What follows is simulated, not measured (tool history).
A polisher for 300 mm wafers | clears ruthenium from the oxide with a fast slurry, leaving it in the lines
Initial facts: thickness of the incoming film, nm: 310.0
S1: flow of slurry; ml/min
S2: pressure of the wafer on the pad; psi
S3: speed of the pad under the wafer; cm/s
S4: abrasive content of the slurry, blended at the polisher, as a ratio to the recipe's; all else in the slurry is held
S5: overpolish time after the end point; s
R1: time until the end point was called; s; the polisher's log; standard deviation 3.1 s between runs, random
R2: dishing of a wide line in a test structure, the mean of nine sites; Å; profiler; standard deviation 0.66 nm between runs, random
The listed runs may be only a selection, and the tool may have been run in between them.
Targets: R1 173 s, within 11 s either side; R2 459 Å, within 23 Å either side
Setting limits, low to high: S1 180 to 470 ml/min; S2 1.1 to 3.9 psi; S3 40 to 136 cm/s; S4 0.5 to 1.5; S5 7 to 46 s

run 1 hour=0 | S1=300 S2=2.5 S3=88 S4=1 S5=24 | R1=95.786 R2=573.95
run 2 hour=7.1 | S1=300 S2=2.5 S3=100 S4=1 S5=24 | R1=88.217 R2=621.5
run 3 hour=8.2 | S1=300 S2=2 S3=96 S4=1 S5=27 | R1=110.61 R2=575.18
run 4 hour=11.8 | S1=300 S2=2 S3=96 S4=1 S5=34 | R1=112.76 R2=691.75
run 5 hour=15.3 | S1=300 S2=2.5 S3=96 S4=1 S5=34 | R1=92.945 R2=825.06
run 6 hour=20.3 | S1=300 S2=2.1 S3=92 S4=1 S5=33 | R1=108.46 R2=688.48
run 7 hour=21.5 | S1=300 S2=1.8 S3=88 S4=1 S5=33 | R1=127.07 R2=593.54
run 8 hour=25.2 | S1=300 S2=1.1 S3=84 S4=1 S5=34 | R1=196.97 R2=426.08
run 9 hour=33.2 | S1=300 S2=1.2 S3=84 S4=1 S5=34 | R1=184.05 R2=439.74

Of the 4 settings listed for the next run, only one would bring every result within its allowed miss of target. Which one?
run A hour=41.2 | S1=260 S2=1.6 S3=70 S4=1.35 S5=30 | R1=? R2=?
run B hour=41.2 | S1=205 S2=1.6 S3=72 S4=0.95 S5=33 | R1=? R2=?
run C hour=41.2 | S1=325 S2=1.4 S3=84 S4=0.9 S5=30 | R1=? R2=?
run D hour=41.2 | S1=270 S2=1.3 S3=80 S4=1.3 S5=35 | R1=? R2=?

move=A R1=135.72 R2=506.89
move=B R1=168.08 R2=456.37
move=C R1=168.94 R2=417.07
move=D R1=149.44 R2=533.22
A: moves the result that the last run missed by most past its target, out the other side
B: all results land within tolerance of their targets
C: brings the last run's worst result on target, with another outside its allowed miss
D: moves the result that the last run missed by most past its target, out the other side
B meets every target.
